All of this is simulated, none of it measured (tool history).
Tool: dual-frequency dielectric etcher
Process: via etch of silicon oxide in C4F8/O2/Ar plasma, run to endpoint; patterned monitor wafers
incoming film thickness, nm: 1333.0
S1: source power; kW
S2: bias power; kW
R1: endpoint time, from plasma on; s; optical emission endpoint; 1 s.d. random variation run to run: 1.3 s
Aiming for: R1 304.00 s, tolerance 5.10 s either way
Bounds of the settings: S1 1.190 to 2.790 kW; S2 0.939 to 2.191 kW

run	day	S1	S2	R1
1	0.000	1.990	1.565	262.63
2	0.288	1.800	1.565	270.67
3	0.642	1.680	1.536	278.60
4	0.983	1.590	1.522	285.43
5	1.075	1.440	1.522	296.47
6	1.412	1.440	1.673	294.77
7	1.538	1.410	1.670	293.14
8	1.596	1.380	1.665	294.38

Pick the move, out of 5, that brings all results within their allowed miss; only one does.
A	1.654	1.290	2.009	?
B	1.654	1.490	1.871	?
C	1.654	1.330	1.613	?
D	1.654	1.470	1.609	?
E	1.654	1.470	1.671	?

move	R1
A	288.44
B	278.12
C	301.17
D	290.05
E	287.43
A: the biggest miss grows against the last run
B: the biggest miss grows against the last run
C: every result lands within tolerance
D: the biggest miss grows against the last run
E: the biggest miss grows against the last run
The move that meets every target is C.

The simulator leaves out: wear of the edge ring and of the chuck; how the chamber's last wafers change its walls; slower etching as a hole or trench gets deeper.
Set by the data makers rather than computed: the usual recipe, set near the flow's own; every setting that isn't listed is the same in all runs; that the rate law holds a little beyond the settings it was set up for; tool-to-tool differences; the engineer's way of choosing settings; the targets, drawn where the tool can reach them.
